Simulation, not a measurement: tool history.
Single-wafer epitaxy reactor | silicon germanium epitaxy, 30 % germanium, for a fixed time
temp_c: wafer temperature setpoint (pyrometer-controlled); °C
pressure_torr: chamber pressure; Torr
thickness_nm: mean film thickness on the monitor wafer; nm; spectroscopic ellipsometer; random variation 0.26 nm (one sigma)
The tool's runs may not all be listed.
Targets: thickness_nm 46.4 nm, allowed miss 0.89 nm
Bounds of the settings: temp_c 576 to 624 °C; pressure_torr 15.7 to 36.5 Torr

{"run": 1, "hour": 0.0, "temp_c": 600, "pressure_torr": 26.1, "thickness_nm": 58.976}
{"run": 2, "hour": 8.2, "temp_c": 600, "pressure_torr": 28.1, "thickness_nm": 61.184}
{"run": 3, "hour": 10.0, "temp_c": 600, "pressure_torr": 30.8, "thickness_nm": 63.002}
{"run": 4, "hour": 11.9, "temp_c": 598, "pressure_torr": 30.7, "thickness_nm": 61.328}
{"run": 5, "hour": 17.6, "temp_c": 608, "pressure_torr": 30.7, "thickness_nm": 71.321}
{"run": 6, "hour": 24.5, "temp_c": 608, "pressure_torr": 35, "thickness_nm": 74.651}
{"run": 7, "hour": 28.2, "temp_c": 596, "pressure_torr": 34, "thickness_nm": 61.215}
{"run": 8, "hour": 37.2, "temp_c": 594, "pressure_torr": 33.9, "thickness_nm": 59.48}
{"run": 9, "hour": 43.4, "temp_c": 592, "pressure_torr": 33.8, "thickness_nm": 56.805}
{"run": 10, "hour": 44.7, "temp_c": 590, "pressure_torr": 33.7, "thickness_nm": 55.362}
{"run": 11, "hour": 45.7, "temp_c": 589, "pressure_torr": 33.6, "thickness_nm": 54.051}
{"run": 12, "hour": 51.4, "temp_c": 588, "pressure_torr": 33.6, "thickness_nm": 53.179}
{"run": 13, "hour": 52.1, "temp_c": 587, "pressure_torr": 33.6, "thickness_nm": 52.589}

5 next moves are on the table. One of them brings every result within its allowed miss. Which?
{"run": "A", "hour": 52.8, "temp_c": 586, "pressure_torr": 31.4, "thickness_nm": "?"}
{"run": "B", "hour": 52.8, "temp_c": 591, "pressure_torr": 36.3, "thickness_nm": "?"}
{"run": "C", "hour": 52.8, "temp_c": 579, "pressure_torr": 34.8, "thickness_nm": "?"}
{"run": "D", "hour": 52.8, "temp_c": 591, "pressure_torr": 36.5, "thickness_nm": "?"}
{"run": "E", "hour": 52.8, "temp_c": 585, "pressure_torr": 29.2, "thickness_nm": "?"}

move=A thickness_nm=50.702
move=B thickness_nm=58.025
move=C thickness_nm=46.834
move=D thickness_nm=58.141
move=E thickness_nm=48.585
A: nearer than the last run, and not there yet
B: further off than the last run
C: meets every target
D: further off than the last run
E: nearer than the last run, and not there yet
Move C is the one to make.
